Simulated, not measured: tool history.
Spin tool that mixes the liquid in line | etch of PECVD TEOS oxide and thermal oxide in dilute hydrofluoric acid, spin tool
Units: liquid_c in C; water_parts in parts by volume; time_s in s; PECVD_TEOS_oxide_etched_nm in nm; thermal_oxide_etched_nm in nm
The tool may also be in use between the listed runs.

run 1 hour=0 | liquid_c=24 water_parts=115 time_s=105 | PECVD_TEOS_oxide_etched_nm=13.564 thermal_oxide_etched_nm=4.1115
run 2 hour=2 | liquid_c=27 water_parts=115 time_s=105 | PECVD_TEOS_oxide_etched_nm=15.127 thermal_oxide_etched_nm=4.644
run 3 hour=10.2 | liquid_c=27 water_parts=155 time_s=105 | PECVD_TEOS_oxide_etched_nm=10.696 thermal_oxide_etched_nm=3.2025
run 4 hour=17.6 | liquid_c=28 water_parts=145 time_s=105 | PECVD_TEOS_oxide_etched_nm=12.23 thermal_oxide_etched_nm=3.6509
run 5 hour=24.5 | liquid_c=28 water_parts=120 time_s=105 | PECVD_TEOS_oxide_etched_nm=15.085 thermal_oxide_etched_nm=4.5725
run 6 hour=33.4 | liquid_c=29 water_parts=120 time_s=105 | PECVD_TEOS_oxide_etched_nm=15.64 thermal_oxide_etched_nm=4.7658
run 7 hour=34.7 | liquid_c=29.5 water_parts=120 time_s=105 | PECVD_TEOS_oxide_etched_nm=15.975 thermal_oxide_etched_nm=4.8222
run 8 hour=38.4 | liquid_c=30 water_parts=120 time_s=105 | PECVD_TEOS_oxide_etched_nm=16.39 thermal_oxide_etched_nm=4.8372

Run 9 comes next. What will it give?
run 9 hour=39.2 | liquid_c=30 water_parts=115 time_s=105 | PECVD_TEOS_oxide_etched_nm=? thermal_oxide_etched_nm=?

PECVD_TEOS_oxide_etched_nm: 17.069 nm
thermal_oxide_etched_nm: 5.1311 nm

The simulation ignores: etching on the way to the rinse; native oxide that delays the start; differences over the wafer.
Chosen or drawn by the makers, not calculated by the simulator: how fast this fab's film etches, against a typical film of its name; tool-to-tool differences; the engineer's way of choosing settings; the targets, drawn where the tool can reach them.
